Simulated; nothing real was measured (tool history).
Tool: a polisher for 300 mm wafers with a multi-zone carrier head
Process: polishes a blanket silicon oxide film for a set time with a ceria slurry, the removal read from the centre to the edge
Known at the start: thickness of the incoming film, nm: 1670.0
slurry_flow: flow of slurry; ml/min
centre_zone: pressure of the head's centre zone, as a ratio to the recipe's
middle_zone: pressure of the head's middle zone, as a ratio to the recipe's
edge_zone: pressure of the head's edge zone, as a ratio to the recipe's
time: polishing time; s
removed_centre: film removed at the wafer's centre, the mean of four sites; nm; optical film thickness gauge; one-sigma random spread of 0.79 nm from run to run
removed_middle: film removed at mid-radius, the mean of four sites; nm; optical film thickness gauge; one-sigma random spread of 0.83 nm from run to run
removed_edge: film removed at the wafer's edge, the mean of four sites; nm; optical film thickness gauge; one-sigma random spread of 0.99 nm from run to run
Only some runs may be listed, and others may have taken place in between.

run,hour,slurry_flow,centre_zone,middle_zone,edge_zone,time,removed_centre,removed_middle,removed_edge
1,0.0,290,1.00,1.00,1.00,41,183.17,192.30,193.60
2,0.8,290,1.00,1.00,1.00,36,163.63,169.19,167.44
3,1.8,270,0.96,1.01,1.03,33,140.68,155.33,155.93
4,2.7,270,0.96,1.01,1.03,28,121.47,132.14,132.86
5,4.9,270,0.96,1.01,1.11,28,122.45,131.43,138.91
6,13.4,270,1.04,1.01,1.11,28,130.69,132.57,138.79
7,17.1,255,0.99,1.03,1.11,27,119.85,127.96,130.66
8,25.1,240,0.95,1.05,1.13,27,114.78,130.35,132.79

Run 9 is up next; what results do you expect?
9,27.0,230,0.92,1.06,1.13,26,?,?,?

{"run 9": {"removed_centre": 104.6, "removed_middle": 126.22, "removed_edge": 125.78}}
